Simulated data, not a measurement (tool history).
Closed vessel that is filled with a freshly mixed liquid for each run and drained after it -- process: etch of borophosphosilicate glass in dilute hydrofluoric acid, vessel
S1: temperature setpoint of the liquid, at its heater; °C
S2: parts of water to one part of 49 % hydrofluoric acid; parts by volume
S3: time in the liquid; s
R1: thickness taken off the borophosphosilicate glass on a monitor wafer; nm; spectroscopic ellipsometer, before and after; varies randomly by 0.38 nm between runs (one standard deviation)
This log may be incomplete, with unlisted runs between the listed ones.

run 1 hour=0 | S1=22 S2=220 S3=90 | R1=20
run 2 hour=7.7 | S1=22 S2=220 S3=90 | R1=19.961
run 3 hour=15.1 | S1=24.5 S2=170 S3=90 | R1=29.804
run 4 hour=18.9 | S1=27.5 S2=170 S3=90 | R1=33.034
run 5 hour=26 | S1=27.5 S2=220 S3=90 | R1=24.707
run 6 hour=28.6 | S1=28.5 S2=175 S3=90 | R1=33.211

Run 7 has not been measured yet. What should we expect?
run 7 hour=29.3 | S1=29 S2=145 S3=90 | R1=?

Run 7 came out at R1 42.431 nm.
